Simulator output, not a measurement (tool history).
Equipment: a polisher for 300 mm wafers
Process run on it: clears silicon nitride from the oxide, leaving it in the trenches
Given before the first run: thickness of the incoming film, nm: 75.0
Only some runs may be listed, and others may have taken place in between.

| run | hour | flow of slurry (ml/min) | pressure of the wafer on the pad (kPa) | speed of the pad under the wafer (m/s) | overpolish time after the end point (s) | time until the end point was called (s) |
|---|---|---|---|---|---|---|
| 1 | 0 | 175 | 18.6 | 1.1 | 9 | 104.25 |
| 2 | 2.7 | 175 | 18.6 | 1.26 | 9 | 90.192 |
| 3 | 8.8 | 175 | 16.5 | 1.18 | 9 | 107.16 |
| 4 | 14.6 | 150 | 16.5 | 1.18 | 9 | 111.68 |
| 5 | 15.2 | 150 | 16.5 | 0.94 | 9 | 137.57 |
| 6 | 21 | 110 | 16.5 | 0.94 | 9 | 143.21 |
| 7 | 29.3 | 110 | 15.2 | 0.94 | 9 | 157.15 |
| 8 | 32.3 | 110 | 14.5 | 0.94 | 9 | 167.92 |
| 9 | 38 | 110 | 13.8 | 0.94 | 9 | 172.47 |

What will run 10 give?
| 10 | 42.8 | 110 | 13.1 | 0.94 | 9 | ? |

time until the end point was called (s): 185.22

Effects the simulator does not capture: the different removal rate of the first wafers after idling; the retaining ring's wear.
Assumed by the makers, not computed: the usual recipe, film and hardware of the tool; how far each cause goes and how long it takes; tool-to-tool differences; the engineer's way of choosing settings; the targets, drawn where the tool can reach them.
